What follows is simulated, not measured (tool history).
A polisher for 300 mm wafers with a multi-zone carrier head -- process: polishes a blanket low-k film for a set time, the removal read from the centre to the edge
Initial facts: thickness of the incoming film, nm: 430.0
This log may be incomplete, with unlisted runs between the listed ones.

run	hour	flow of slurry (ml/min)	pressure of the head's centre zone	pressure of the head's middle zone	pressure of the head's edge zone	abrasive content of the slurry	polishing time (s)	film removed at the wafer's centre (angstrom)	film removed at mid-radius (angstrom)	film removed at the wafer's edge (angstrom)
1	0.0	160	1.00	1.00	1.00	1.00	32	137.470	138.92	144.34
2	4.2	160	0.96	1.00	1.00	1.00	32	130.420	140.13	144.74
3	11.8	135	0.96	1.00	1.00	1.00	32	125.940	136.16	138.28
4	19.0	135	0.91	1.00	1.00	1.00	32	117.670	135.77	137.03
5	27.4	135	0.91	1.00	1.00	1.00	24	90.323	101.64	104.47
6	35.8	150	0.91	1.00	1.00	1.00	24	91.219	102.23	105.80
7	38.8	160	0.95	1.02	0.99	1.10	24	101.260	110.24	113.01
8	40.0	170	0.99	1.04	0.97	1.15	25	112.450	120.50	116.83
# hour 43.9: edge zone pressure recalibrated
9	43.9	215	1.09	1.05	1.07	1.40	30	169.130	164.09	158.12
10	50.1	215	1.09	1.05	1.07	1.40	30	167.250	164.16	157.38

For run 11, what comes out?
11	57.6	220	1.11	1.05	1.07	1.40	30	?	?	?

{"run 11": {"film removed at the wafer's centre (angstrom)": 173.01, "film removed at mid-radius (angstrom)": 161.77, "film removed at the wafer's edge (angstrom)": 156.25}}

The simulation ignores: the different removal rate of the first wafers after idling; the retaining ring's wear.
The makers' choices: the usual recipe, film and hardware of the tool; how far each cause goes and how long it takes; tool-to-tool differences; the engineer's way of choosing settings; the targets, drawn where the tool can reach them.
